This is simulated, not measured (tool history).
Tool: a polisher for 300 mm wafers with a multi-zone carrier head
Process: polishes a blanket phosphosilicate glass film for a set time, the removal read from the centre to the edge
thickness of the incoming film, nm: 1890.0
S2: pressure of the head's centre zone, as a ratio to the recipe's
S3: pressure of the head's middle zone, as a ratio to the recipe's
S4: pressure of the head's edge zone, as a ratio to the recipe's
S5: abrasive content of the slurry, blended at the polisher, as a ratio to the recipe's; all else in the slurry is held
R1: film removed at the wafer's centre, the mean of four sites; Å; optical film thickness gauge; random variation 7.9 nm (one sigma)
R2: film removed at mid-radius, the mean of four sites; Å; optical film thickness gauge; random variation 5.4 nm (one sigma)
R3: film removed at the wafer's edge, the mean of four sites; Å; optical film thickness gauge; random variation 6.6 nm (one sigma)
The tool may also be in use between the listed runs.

{"run": 1, "hour": 0.0, "flow of slurry (ml/min)": 305, "S2": 1, "S3": 1, "S4": 1, "S5": 1, "polishing time (s)": 70, "R1": 4240.9, "R2": 4075.1, "R3": 4057.4}
{"run": 2, "hour": 1.0, "flow of slurry (ml/min)": 305, "S2": 1, "S3": 1, "S4": 0.92, "S5": 1, "polishing time (s)": 70, "R1": 4196.7, "R2": 4101.3, "R3": 3953.6}
{"run": 3, "hour": 8.2, "flow of slurry (ml/min)": 305, "S2": 1, "S3": 1.07, "S4": 0.92, "S5": 1, "polishing time (s)": 70, "R1": 4118.9, "R2": 4354.3, "R3": 3947}
{"run": 4, "hour": 16.1, "flow of slurry (ml/min)": 305, "S2": 1.03, "S3": 1.06, "S4": 0.94, "S5": 1.05, "polishing time (s)": 71, "R1": 4520.7, "R2": 4500.9, "R3": 4167.7}
{"run": 5, "hour": 19.5, "flow of slurry (ml/min)": 305, "S2": 1.09, "S3": 1.06, "S4": 0.94, "S5": 1.05, "polishing time (s)": 71, "R1": 4616.3, "R2": 4492.9, "R3": 4217.2}
{"run": 6, "hour": 25.9, "flow of slurry (ml/min)": 305, "S2": 1.09, "S3": 1.01, "S4": 0.94, "S5": 1.05, "polishing time (s)": 71, "R1": 4699.7, "R2": 4390.4, "R3": 4118}
{"run": 7, "hour": 31.1, "flow of slurry (ml/min)": 310, "S2": 1.1, "S3": 0.99, "S4": 0.96, "S5": 1.1, "polishing time (s)": 71, "R1": 4823.7, "R2": 4314.7, "R3": 4232.7}
{"run": 8, "hour": 32.0, "flow of slurry (ml/min)": 315, "S2": 1.11, "S3": 0.98, "S4": 0.96, "S5": 1.15, "polishing time (s)": 72, "R1": 5076.3, "R2": 4549, "R3": 4514.8}

Forecast run 9:
{"run": 9, "hour": 35.7, "flow of slurry (ml/min)": 340, "S2": 1.19, "S3": 0.88, "S4": 0.86, "S5": 1.4, "polishing time (s)": 79, "R1": "?", "R2": "?", "R3": "?"}

{"run 9": {"R1": 6557.6, "R2": 5049.5, "R3": 5251.9}}
